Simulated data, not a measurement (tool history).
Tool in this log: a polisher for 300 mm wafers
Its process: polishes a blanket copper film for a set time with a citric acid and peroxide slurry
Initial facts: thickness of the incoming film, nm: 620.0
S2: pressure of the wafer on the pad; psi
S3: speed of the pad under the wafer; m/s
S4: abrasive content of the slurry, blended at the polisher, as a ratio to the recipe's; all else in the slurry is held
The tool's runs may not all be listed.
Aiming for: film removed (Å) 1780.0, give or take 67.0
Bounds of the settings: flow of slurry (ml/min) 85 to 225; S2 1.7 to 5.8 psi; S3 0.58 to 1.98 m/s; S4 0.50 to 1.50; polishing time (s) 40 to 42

run 1 hour=0.0 | flow_of_slurry_(ml/min)=145 S2=3.7 S3=1.28 S4=1.00 polishing_time_(s)=40 | film_removed_(Å)=1362.2
run 2 hour=3.8 | flow_of_slurry_(ml/min)=145 S2=3.8 S3=1.28 S4=1.00 polishing_time_(s)=40 | film_removed_(Å)=1415.6
run 3 hour=10.4 | flow_of_slurry_(ml/min)=145 S2=3.9 S3=1.28 S4=1.00 polishing_time_(s)=40 | film_removed_(Å)=1435.4
run 4 hour=11.0 | flow_of_slurry_(ml/min)=145 S2=3.9 S3=1.08 S4=1.00 polishing_time_(s)=40 | film_removed_(Å)=1218.9
run 5 hour=13.6 | flow_of_slurry_(ml/min)=145 S2=3.3 S3=1.08 S4=1.00 polishing_time_(s)=40 | film_removed_(Å)=1047.4
run 6 hour=17.8 | flow_of_slurry_(ml/min)=145 S2=3.5 S3=1.08 S4=1.00 polishing_time_(s)=40 | film_removed_(Å)=1106.5
run 7 hour=23.2 | flow_of_slurry_(ml/min)=145 S2=3.7 S3=1.08 S4=1.00 polishing_time_(s)=40 | film_removed_(Å)=1169.0
run 8 hour=26.1 | flow_of_slurry_(ml/min)=145 S2=3.9 S3=1.08 S4=1.00 polishing_time_(s)=40 | film_removed_(Å)=1240.9
run 9 hour=34.0 | flow_of_slurry_(ml/min)=145 S2=4.0 S3=1.08 S4=1.00 polishing_time_(s)=40 | film_removed_(Å)=1265.5
run 10 hour=41.8 | flow_of_slurry_(ml/min)=145 S2=4.1 S3=1.08 S4=1.00 polishing_time_(s)=40 | film_removed_(Å)=1306.1
run 11 hour=49.6 | flow_of_slurry_(ml/min)=165 S2=5.1 S3=1.10 S4=1.00 polishing_time_(s)=40 | film_removed_(Å)=1632.8
run 12 hour=54.8 | flow_of_slurry_(ml/min)=165 S2=5.3 S3=1.10 S4=1.00 polishing_time_(s)=40 | film_removed_(Å)=1699.1

Exactly one of the 5 candidate moves below puts every result within its allowed miss. Which one?
run A hour=60.0 | flow_of_slurry_(ml/min)=205 S2=4.4 S3=1.08 S4=1.35 polishing_time_(s)=40 | film_removed_(Å)=?
run B hour=60.0 | flow_of_slurry_(ml/min)=140 S2=5.0 S3=1.12 S4=0.95 polishing_time_(s)=40 | film_removed_(Å)=?
run C hour=60.0 | flow_of_slurry_(ml/min)=180 S2=5.3 S3=1.04 S4=0.90 polishing_time_(s)=41 | film_removed_(Å)=?
run D hour=60.0 | flow_of_slurry_(ml/min)=130 S2=5.5 S3=1.20 S4=0.85 polishing_time_(s)=40 | film_removed_(Å)=?
run E hour=60.0 | flow_of_slurry_(ml/min)=130 S2=5.3 S3=1.06 S4=1.00 polishing_time_(s)=40 | film_removed_(Å)=?

move=A film_removed_(Å)=1533.1
move=B film_removed_(Å)=1598.4
move=C film_removed_(Å)=1645.3
move=D film_removed_(Å)=1816.3
move=E film_removed_(Å)=1603.5
A: misses by more than the last run did
B: misses by more than the last run did
C: misses by more than the last run did
D: all results in spec
E: misses by more than the last run did
The right move is D.
